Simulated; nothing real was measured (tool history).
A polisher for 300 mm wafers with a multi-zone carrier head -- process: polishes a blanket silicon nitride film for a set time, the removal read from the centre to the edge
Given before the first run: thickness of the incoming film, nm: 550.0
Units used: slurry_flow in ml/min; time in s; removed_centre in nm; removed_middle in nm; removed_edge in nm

| run | hour | slurry_flow | centre_zone | middle_zone | edge_zone | time | removed_centre | removed_middle | removed_edge |
|---|---|---|---|---|---|---|---|---|---|
| 1 | 0.0 | 295 | 1.00 | 1.00 | 1.00 | 37 | 48.182 | 46.955 | 48.688 |
| 2 | 1.1 | 295 | 1.02 | 1.00 | 1.04 | 39 | 52.165 | 49.718 | 51.179 |
| 3 | 8.5 | 325 | 1.02 | 1.00 | 1.04 | 39 | 52.377 | 48.888 | 52.042 |
| 4 | 14.6 | 340 | 1.03 | 1.00 | 1.06 | 40 | 55.058 | 50.650 | 52.938 |
| 5 | 21.7 | 340 | 1.03 | 1.00 | 1.00 | 40 | 54.837 | 51.685 | 52.024 |
| 6 | 23.8 | 340 | 1.03 | 1.00 | 0.94 | 40 | 55.049 | 50.862 | 50.186 |
| 7 | 27.4 | 330 | 1.03 | 0.99 | 0.98 | 41 | 55.655 | 51.150 | 52.566 |

Run 8, settings as shown, results not yet in. Your forecast:
| 8 | 36.3 | 320 | 1.03 | 0.98 | 1.01 | 42 | ? | ? | ? |

{"run 8": {"removed_centre": 56.927, "removed_middle": 54.194, "removed_edge": 54.336}}
